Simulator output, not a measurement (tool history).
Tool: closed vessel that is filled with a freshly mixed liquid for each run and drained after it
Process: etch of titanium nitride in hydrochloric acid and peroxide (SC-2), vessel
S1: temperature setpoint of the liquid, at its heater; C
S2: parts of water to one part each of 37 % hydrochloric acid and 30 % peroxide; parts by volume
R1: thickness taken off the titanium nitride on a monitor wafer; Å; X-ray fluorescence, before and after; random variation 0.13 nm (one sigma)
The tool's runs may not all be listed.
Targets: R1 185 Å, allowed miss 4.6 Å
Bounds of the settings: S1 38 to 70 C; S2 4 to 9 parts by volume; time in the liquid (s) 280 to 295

Run 1, hour 0: S1 54 C, S2 5 parts by volume, time in the liquid (s) 280. Result: R1 124.58 Å.
Run 2, hour 3.4: S1 54 C, S2 4 parts by volume, time in the liquid (s) 280. Result: R1 146.58 Å.
Run 3, hour 8.9: S1 57 C, S2 4 parts by volume, time in the liquid (s) 280. Result: R1 175.74 Å.
Run 4, hour 18.3: S1 57 C, S2 4 parts by volume, time in the liquid (s) 280. Result: R1 177.91 Å.
Run 5, hour 21.1: S1 60.5 C, S2 4 parts by volume, time in the liquid (s) 280. Result: R1 220.14 Å.
Run 6, hour 22.2: S1 60 C, S2 4 parts by volume, time in the liquid (s) 280. Result: R1 214.91 Å.
Run 7, hour 23.3: S1 59.5 C, S2 4 parts by volume, time in the liquid (s) 280. Result: R1 205.41 Å.
Run 8, hour 30.8: S1 58.5 C, S2 4 parts by volume, time in the liquid (s) 280. Result: R1 195.83 Å.

4 next moves are on the table. One of them brings every result within its allowed miss. Which?
Run A, hour 38.3: S1 56 C, S2 4 parts by volume, time in the liquid (s) 295. Result: R1 ?.
Run B, hour 38.3: S1 59.5 C, S2 5 parts by volume, time in the liquid (s) 295. Result: R1 ?.
Run C, hour 38.3: S1 56.5 C, S2 4 parts by volume, time in the liquid (s) 290. Result: R1 ?.
Run D, hour 38.3: S1 60 C, S2 4.5 parts by volume, time in the liquid (s) 280. Result: R1 ?.

move      R1
   A  176.43
   B  188.35
   C  179.02
   D  198.59
A: takes the result that was furthest off past its target
B: meets every target
C: takes the result that was furthest off past its target
D: further off than the last run
The right move is B.

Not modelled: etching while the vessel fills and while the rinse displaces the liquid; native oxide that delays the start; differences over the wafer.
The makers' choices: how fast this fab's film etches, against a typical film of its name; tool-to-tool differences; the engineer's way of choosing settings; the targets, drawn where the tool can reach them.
